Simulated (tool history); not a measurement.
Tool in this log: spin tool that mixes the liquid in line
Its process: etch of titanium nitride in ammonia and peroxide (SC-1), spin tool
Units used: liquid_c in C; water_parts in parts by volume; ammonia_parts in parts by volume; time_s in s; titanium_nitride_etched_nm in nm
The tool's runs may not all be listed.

run  hour  liquid_c  water_parts  ammonia_parts  time_s  titanium_nitride_etched_nm
  1   0.0      48.0          8.5            0.8     230                      11.744
  2   7.9      52.5          8.5            0.8     230                      15.811
  3  16.7      52.5          8.5            0.8     230                      15.949
  4  23.7      52.5          7.0            0.8     230                      17.593
  5  29.1      50.0          7.0            0.8     230                      14.646
  6  34.0      48.0          7.0            0.8     230                      12.738
  7  37.1      47.0          7.0            0.8     230                      11.780
  8  46.0      46.0          7.0            0.8     230                      11.207

Run 9 is up next; what results do you expect?
  9  49.0      45.5          7.0            0.8     230                           ?

For run 9 the tool returned titanium_nitride_etched_nm 10.608 nm.

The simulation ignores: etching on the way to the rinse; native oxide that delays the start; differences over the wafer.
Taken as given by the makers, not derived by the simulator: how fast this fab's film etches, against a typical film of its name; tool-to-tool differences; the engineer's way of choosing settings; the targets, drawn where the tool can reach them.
